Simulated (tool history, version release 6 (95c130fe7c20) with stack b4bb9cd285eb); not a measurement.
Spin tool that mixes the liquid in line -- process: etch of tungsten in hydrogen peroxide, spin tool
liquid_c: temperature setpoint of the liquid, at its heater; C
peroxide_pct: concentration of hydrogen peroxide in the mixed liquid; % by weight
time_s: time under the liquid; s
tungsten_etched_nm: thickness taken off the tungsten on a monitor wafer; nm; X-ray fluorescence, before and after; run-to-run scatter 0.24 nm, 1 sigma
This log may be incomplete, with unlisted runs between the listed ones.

run    day  liquid_c  peroxide_pct  time_s  tungsten_etched_nm
  1      0        47          15.5      50              51.101
  2  0.025        45          15.5      50              45.259
  3  0.225      43.5          15.5      50              40.836
  4  0.367      50.5          15.5      50               63.19
  5  0.662      50.5          13.5      50              58.408
  6  0.942      47.5          13.5      50              48.538

Run 7 is up next; what results do you expect?
  7  1.175      45.5          13.5      50                   ?

tungsten_etched_nm: 42.16 nm
